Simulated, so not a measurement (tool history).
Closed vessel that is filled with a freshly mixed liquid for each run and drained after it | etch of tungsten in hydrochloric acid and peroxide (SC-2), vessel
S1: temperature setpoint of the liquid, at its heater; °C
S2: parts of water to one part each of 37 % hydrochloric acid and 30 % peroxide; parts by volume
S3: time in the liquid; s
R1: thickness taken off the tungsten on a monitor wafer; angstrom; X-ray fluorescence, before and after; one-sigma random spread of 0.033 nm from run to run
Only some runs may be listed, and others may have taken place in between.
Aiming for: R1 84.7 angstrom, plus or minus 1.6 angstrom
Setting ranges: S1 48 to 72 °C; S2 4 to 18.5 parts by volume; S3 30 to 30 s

Run 1, hour 0: S1 64 °C, S2 10.5 parts by volume, S3 30 s. Result: R1 157.85 angstrom.
Run 2, hour 8.5: S1 64 °C, S2 10.5 parts by volume, S3 30 s. Result: R1 157.31 angstrom.
Run 3, hour 17.1: S1 64 °C, S2 10.5 parts by volume, S3 30 s. Result: R1 156.07 angstrom.
Run 4, hour 23: S1 64 °C, S2 10.5 parts by volume, S3 30 s. Result: R1 156.39 angstrom.
Run 5, hour 29.4: S1 61.5 °C, S2 10.5 parts by volume, S3 30 s. Result: R1 134.81 angstrom.
Run 6, hour 36.1: S1 61.5 °C, S2 10.5 parts by volume, S3 30 s. Result: R1 134.64 angstrom.
Run 7, hour 38.6: S1 59.5 °C, S2 10.5 parts by volume, S3 30 s. Result: R1 118.79 angstrom.
Run 8, hour 44.5: S1 58 °C, S2 10.5 parts by volume, S3 30 s. Result: R1 107.86 angstrom.
Run 9, hour 51.4: S1 57 °C, S2 10.5 parts by volume, S3 30 s. Result: R1 101.05 angstrom.

Next run, 4 choices. One meets every target within its allowed miss, the rest don't. Which?
Run A, hour 58.3: S1 52.5 °C, S2 8.5 parts by volume, S3 30 s. Result: R1 ?.
Run B, hour 58.3: S1 53.5 °C, S2 10.5 parts by volume, S3 30 s. Result: R1 ?.
Run C, hour 58.3: S1 54.5 °C, S2 10 parts by volume, S3 30 s. Result: R1 ?.
Run D, hour 58.3: S1 55.5 °C, S2 11.5 parts by volume, S3 30 s. Result: R1 ?.

move      R1
   A  89.769
   B  80.507
   C  89.499
   D  84.868
A: nearer the targets than the last run, but a result is still out of spec
B: the result that was furthest off in the last run now lies on the other side of its target
C: nearer the targets than the last run, but a result is still out of spec
D: each result inside its tolerance
The move that meets every target is D.

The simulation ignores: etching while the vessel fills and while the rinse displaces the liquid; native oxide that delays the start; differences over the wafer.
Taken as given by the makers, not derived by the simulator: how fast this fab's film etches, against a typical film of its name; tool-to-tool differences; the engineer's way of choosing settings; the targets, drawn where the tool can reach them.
